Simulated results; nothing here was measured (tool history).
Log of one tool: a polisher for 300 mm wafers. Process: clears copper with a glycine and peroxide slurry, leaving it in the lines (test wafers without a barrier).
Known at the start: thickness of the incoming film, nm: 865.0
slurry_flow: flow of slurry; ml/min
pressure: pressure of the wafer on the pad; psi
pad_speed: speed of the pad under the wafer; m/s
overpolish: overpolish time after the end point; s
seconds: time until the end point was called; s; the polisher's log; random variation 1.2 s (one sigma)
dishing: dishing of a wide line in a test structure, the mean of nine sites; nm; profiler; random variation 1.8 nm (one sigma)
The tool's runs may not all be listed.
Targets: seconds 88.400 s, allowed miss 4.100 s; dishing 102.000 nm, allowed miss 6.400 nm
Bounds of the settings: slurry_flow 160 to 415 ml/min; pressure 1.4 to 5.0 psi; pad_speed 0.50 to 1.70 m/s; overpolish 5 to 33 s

Run 1, hour 0.0: slurry_flow 265 ml/min, pressure 3.2 psi, pad_speed 1.10 m/s, overpolish 17 s. Result: seconds 133.030 s, dishing 65.114 nm.
Run 2, hour 3.7: slurry_flow 265 ml/min, pressure 3.7 psi, pad_speed 1.12 m/s, overpolish 18 s. Result: seconds 116.150 s, dishing 74.275 nm.
Run 3, hour 10.8: slurry_flow 265 ml/min, pressure 4.0 psi, pad_speed 1.12 m/s, overpolish 19 s. Result: seconds 106.410 s, dishing 82.247 nm.
Run 4, hour 15.5: slurry_flow 220 ml/min, pressure 4.0 psi, pad_speed 1.12 m/s, overpolish 19 s. Result: seconds 107.310 s, dishing 77.633 nm.
Run 5, hour 17.3: slurry_flow 270 ml/min, pressure 4.0 psi, pad_speed 1.12 m/s, overpolish 19 s. Result: seconds 107.780 s, dishing 76.320 nm.
Run 6, hour 26.0: slurry_flow 270 ml/min, pressure 4.2 psi, pad_speed 1.14 m/s, overpolish 21 s. Result: seconds 100.490 s, dishing 87.927 nm.
Run 7, hour 34.0: slurry_flow 270 ml/min, pressure 4.4 psi, pad_speed 1.14 m/s, overpolish 22 s. Result: seconds 97.827 s, dishing 89.476 nm.
Run 8, hour 40.6: slurry_flow 270 ml/min, pressure 4.5 psi, pad_speed 1.14 m/s, overpolish 23 s. Result: seconds 97.866 s, dishing 94.008 nm.

Which of these 5 next moves meets every target?
Run A, hour 47.2: slurry_flow 270 ml/min, pressure 5.0 psi, pad_speed 1.10 m/s, overpolish 27 s. Result: seconds ?, dishing ?.
Run B, hour 47.2: slurry_flow 165 ml/min, pressure 4.9 psi, pad_speed 1.40 m/s, overpolish 23 s. Result: seconds ?, dishing ?.
Run C, hour 47.2: slurry_flow 245 ml/min, pressure 4.7 psi, pad_speed 1.10 m/s, overpolish 21 s. Result: seconds ?, dishing ?.
Run D, hour 47.2: slurry_flow 290 ml/min, pressure 4.9 psi, pad_speed 1.02 m/s, overpolish 21 s. Result: seconds ?, dishing ?.
Run E, hour 47.2: slurry_flow 220 ml/min, pressure 4.0 psi, pad_speed 1.22 m/s, overpolish 32 s. Result: seconds ?, dishing ?.

move  seconds  dishing
   A   88.972  101.780
   B   75.818  100.430
   C   94.778   89.082
   D   96.447   88.792
   E  100.680  101.460
A: meets every target
B: takes the result that was furthest off past its target
C: nearer than the last run, and not there yet
D: nearer than the last run, and not there yet
E: further off than the last run
Move A is the one to make.
